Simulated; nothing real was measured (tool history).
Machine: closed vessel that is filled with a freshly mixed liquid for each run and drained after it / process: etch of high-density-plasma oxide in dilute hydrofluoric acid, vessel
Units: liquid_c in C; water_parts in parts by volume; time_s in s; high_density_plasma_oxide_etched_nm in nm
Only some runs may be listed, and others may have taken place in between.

run  hour  liquid_c  water_parts  time_s  high_density_plasma_oxide_etched_nm
  1     0        22           55     755                               90.634
  2   1.4      20.5           60     755                                76.41
  3   9.3      19.5           65     755                               67.518
  4  13.5      21.5           65     755                               73.856
  5  20.4        20           65     755                               68.665
  6  26.1        19           65     755                               66.489
  7  33.3      18.5           65     755                                64.74
  8  39.9        18           65     755                               63.435

Expected results for the next run?
  9  42.4      17.5           65     755                                    ?

{"run 9": {"high_density_plasma_oxide_etched_nm": 62.535}}
